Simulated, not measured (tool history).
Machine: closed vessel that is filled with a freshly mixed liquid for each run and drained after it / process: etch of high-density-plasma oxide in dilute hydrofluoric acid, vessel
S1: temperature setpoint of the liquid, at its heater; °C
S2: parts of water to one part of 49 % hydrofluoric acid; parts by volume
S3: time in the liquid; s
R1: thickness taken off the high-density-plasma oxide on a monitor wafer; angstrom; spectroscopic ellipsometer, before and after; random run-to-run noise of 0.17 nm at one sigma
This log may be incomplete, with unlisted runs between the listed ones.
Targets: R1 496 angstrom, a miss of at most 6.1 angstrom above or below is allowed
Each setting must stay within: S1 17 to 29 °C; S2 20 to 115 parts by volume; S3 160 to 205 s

run,hour,S1,S2,S3,R1
1,0,21,65,205,153.56
2,3.3,21,55,205,183.1
3,10.9,21,55,205,184.18
4,20.1,21,55,160,143.11
5,28.5,21,75,160,102.79
6,33.5,21,75,160,103.05
7,38.4,25,50,205,239.01
8,46,25.5,45,205,271.5
9,47.6,26,40,205,315.19
10,55.7,26.5,35,205,372.64
11,62.7,27,35,205,379.62
12,69.2,27.5,35,205,387.39
13,76,28,35,205,393.48
14,79.3,28.5,30,205,473.86
15,84.4,29,30,205,484.25
16,92.8,29,30,205,483.98
17,96.2,29,30,205,484.59
18,103.6,28.5,30,205,476.07
19,108.1,29,30,205,482.17
20,116.6,29,30,205,485.04
21,124.2,28.5,30,205,474.53
22,126.2,29,30,205,483.55
23,131.8,28.5,30,205,475.11
24,137.1,29,30,205,483.17
25,140.1,28.5,30,205,475.17
26,147.8,29,30,205,481.99

4 next moves are on the table. One of them brings every result within its allowed miss. Which?
A,155.5,27.5,25,185,?
B,155.5,24,20,175,?
C,155.5,27,25,195,?
D,155.5,27.5,25,190,?

move,R1
A,496.73
B,511.41
C,512.94
D,510.15
A: hits every target within its allowed miss
B: takes the biggest miss from the last run beyond its target
C: takes the biggest miss from the last run beyond its target
D: takes the biggest miss from the last run beyond its target
Answer: A
